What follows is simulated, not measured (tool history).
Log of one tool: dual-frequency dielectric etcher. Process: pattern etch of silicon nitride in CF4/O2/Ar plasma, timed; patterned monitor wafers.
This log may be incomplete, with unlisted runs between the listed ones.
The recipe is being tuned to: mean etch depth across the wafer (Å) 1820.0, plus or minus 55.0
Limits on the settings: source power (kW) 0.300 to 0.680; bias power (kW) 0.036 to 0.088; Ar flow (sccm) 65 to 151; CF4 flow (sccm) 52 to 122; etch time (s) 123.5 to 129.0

run  hour  source power (kW)  bias power (kW)  Ar flow (sccm)  CF4 flow (sccm)  etch time (s)  mean etch depth across the wafer (Å)
  1   0.0              0.490            0.062             108               87          123.5                                2301.5
  2   7.6              0.490            0.062             121               87          123.5                                2259.3
  3  16.2              0.490            0.062             121               87          123.5                                2260.2
  4  18.7              0.490            0.062             121               80          123.5                                2233.7
  5  22.9              0.460            0.061             121               80          123.5                                2078.9
  6  28.4              0.460            0.061             121               89          123.5                                2109.5
  7  30.5              0.370            0.059             122               88          123.5                                1647.5
  8  37.7              0.380            0.059             122               88          123.5                                1700.9
  9  42.7              0.390            0.059             122               88          123.5                                1755.3

Which single option among these 4 for the next run brings every result within its allowed miss of target? Just one does.
  A  47.7              0.440            0.052             109               90          123.5                                     ?
  B  47.7              0.420            0.062             117               68          129.0                                     ?
  C  47.7              0.440            0.054             114               82          123.5                                     ?
  D  47.7              0.400            0.058             121               86          127.0                                     ?

move  mean etch depth across the wafer (Å)
   A                                1952.5
   B                                1945.3
   C                                1934.8
   D                                1836.4
A: the result that was furthest off in the last run now lies on the other side of its target
B: the result that was furthest off in the last run now lies on the other side of its target
C: the result that was furthest off in the last run now lies on the other side of its target
D: each result inside its tolerance
So the answer is move D, the one that meets all the targets.
